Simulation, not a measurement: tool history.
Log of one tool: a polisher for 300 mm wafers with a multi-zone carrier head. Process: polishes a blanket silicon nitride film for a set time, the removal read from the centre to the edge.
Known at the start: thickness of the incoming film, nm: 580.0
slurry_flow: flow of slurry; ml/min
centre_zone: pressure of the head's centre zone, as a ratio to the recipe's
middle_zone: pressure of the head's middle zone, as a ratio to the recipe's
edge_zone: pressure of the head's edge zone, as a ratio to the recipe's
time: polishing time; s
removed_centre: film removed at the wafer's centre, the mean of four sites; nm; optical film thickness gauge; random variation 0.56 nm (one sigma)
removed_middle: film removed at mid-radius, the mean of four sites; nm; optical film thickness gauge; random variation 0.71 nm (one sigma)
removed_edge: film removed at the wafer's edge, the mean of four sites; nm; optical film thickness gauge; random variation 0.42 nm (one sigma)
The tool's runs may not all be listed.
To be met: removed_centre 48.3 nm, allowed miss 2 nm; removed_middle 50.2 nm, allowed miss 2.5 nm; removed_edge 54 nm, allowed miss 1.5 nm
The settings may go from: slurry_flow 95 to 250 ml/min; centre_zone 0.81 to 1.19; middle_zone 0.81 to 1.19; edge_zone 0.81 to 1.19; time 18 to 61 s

run  hour  slurry_flow  centre_zone  middle_zone  edge_zone  time  removed_centre  removed_middle  removed_edge
  1     0          160            1            1          1    39           76.95          75.889        75.358
  2   0.9          160         0.97            1          1    39          72.196          76.907        76.981
  3   5.6          160         1.05            1          1    39          79.022          74.519        76.527
  4  13.3          160         1.05            1       0.93    39          78.261          76.752        73.251
  5  21.8          160         1.05            1       0.86    39          76.949          76.233        71.064
  6  29.5          140         1.05            1       0.86    39          76.634           73.28         70.75
  7  31.5          120         0.95          0.9       0.88    28          47.494          46.519        49.671
  8  34.8          125         0.94         0.91       0.91    28           48.13          48.451        51.047
  9  42.1          130         0.93         0.91       0.93    28          48.846          49.679        51.523

Which of these 4 next moves meets every target?
  A  49.4          140         0.95         0.93       0.88    27               ?               ?             ?
  B  49.4          145         0.97         0.89       0.87    27               ?               ?             ?
  C  49.4           95         0.98         0.82       0.91    33               ?               ?             ?
  D  49.4          130         0.91          0.9       0.94    29               ?               ?             ?

move  removed_centre  removed_middle  removed_edge
   A          47.537          47.885        49.301
   B          48.925          46.493        49.322
   C          53.579          47.834        57.286
   D          48.008          49.265        53.997
A: further off than the last run
B: further off than the last run
C: takes the result that was furthest off past its target
D: meets every target
Move D is the one to make.
